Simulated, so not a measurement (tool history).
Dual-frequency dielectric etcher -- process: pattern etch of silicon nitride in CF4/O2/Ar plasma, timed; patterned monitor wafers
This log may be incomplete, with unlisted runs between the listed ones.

run,hour,source power (kW),bias power (kW),Ar flow (sccm),CF4 flow (sccm),etch time (s),mean etch depth across the wafer (nm)
1,0,0.53,0.056,71,96,226,470.68
2,1.6,0.5,0.056,71,96,226,442.99
3,7,0.5,0.046,71,96,226,415.94
4,14,0.5,0.046,71,110,226,420.25
5,17.2,0.5,0.046,71,110,226,423.32
6,18.7,0.57,0.046,71,110,226,470.21
7,23.8,0.54,0.045,71,110,226,445.91
8,27.1,0.52,0.045,71,110,226,431.7
9,30.5,0.5,0.045,71,110,226,419.03

The next listed run, before its measurement:
10,34.6,0.49,0.045,71,110,226,?

mean etch depth across the wafer (nm): 411.46
